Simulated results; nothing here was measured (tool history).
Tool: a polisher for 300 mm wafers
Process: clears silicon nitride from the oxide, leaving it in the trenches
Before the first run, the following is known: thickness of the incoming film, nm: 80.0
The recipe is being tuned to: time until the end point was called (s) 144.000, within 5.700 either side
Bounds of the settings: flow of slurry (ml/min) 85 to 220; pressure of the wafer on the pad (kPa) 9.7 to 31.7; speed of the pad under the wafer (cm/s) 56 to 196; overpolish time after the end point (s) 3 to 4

run,day,flow of slurry (ml/min),pressure of the wafer on the pad (kPa),speed of the pad under the wafer (cm/s),overpolish time after the end point (s),time until the end point was called (s)
1,0.000,140,20.7,126,4,76.806
2,0.150,125,20.7,126,4,79.501
3,0.333,120,18.6,126,4,87.841
4,0.604,120,17.2,124,4,93.104
5,0.779,120,15.9,122,4,102.450
6,1.000,120,20.0,122,4,84.806
7,1.167,120,18.6,120,4,91.221
8,1.288,120,17.2,120,4,98.356
9,1.446,120,15.9,120,4,105.840
10,1.812,120,15.9,120,4,106.830
11,2.017,110,10.3,118,4,154.190
12,2.054,115,10.3,118,4,153.990

4 candidate next runs follow, results not yet known. Just one meets every target within its allowed miss. Identify it.
A,2.092,115,11.7,112,3,?
B,2.092,160,9.7,144,4,?
C,2.092,105,10.3,116,4,?
D,2.092,135,9.7,120,4,?

move,time until the end point was called (s)
A,144.870
B,126.570
C,157.520
D,154.810
A: all results in spec
B: carries the result that was furthest off beyond its target, to the other side
C: misses by more than the last run did
D: misses by more than the last run did
The move that meets every target is A.
